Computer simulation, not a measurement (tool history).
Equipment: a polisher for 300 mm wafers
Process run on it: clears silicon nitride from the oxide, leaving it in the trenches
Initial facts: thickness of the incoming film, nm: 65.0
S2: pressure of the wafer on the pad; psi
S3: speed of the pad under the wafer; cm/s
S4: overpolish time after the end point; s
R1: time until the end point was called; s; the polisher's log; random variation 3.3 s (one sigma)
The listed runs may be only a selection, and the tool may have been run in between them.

run 1 hour=0.0 | flow_of_slurry_(ml/min)=210 S2=3.3 S3=90 S4=23 | R1=69.212
run 2 hour=2.3 | flow_of_slurry_(ml/min)=245 S2=3.3 S3=90 S4=23 | R1=69.787
run 3 hour=7.7 | flow_of_slurry_(ml/min)=245 S2=2.8 S3=78 S4=23 | R1=93.826
run 4 hour=16.2 | flow_of_slurry_(ml/min)=245 S2=2.8 S3=78 S4=24 | R1=95.295
run 5 hour=21.2 | flow_of_slurry_(ml/min)=245 S2=2.4 S3=70 S4=24 | R1=116.550
run 6 hour=28.7 | flow_of_slurry_(ml/min)=245 S2=2.1 S3=64 S4=24 | R1=145.860
run 7 hour=34.5 | flow_of_slurry_(ml/min)=245 S2=1.9 S3=62 S4=24 | R1=160.910

Forecast run 8:
run 8 hour=42.5 | flow_of_slurry_(ml/min)=245 S2=1.8 S3=62 S4=24 | R1=?

R1: 174.990 s
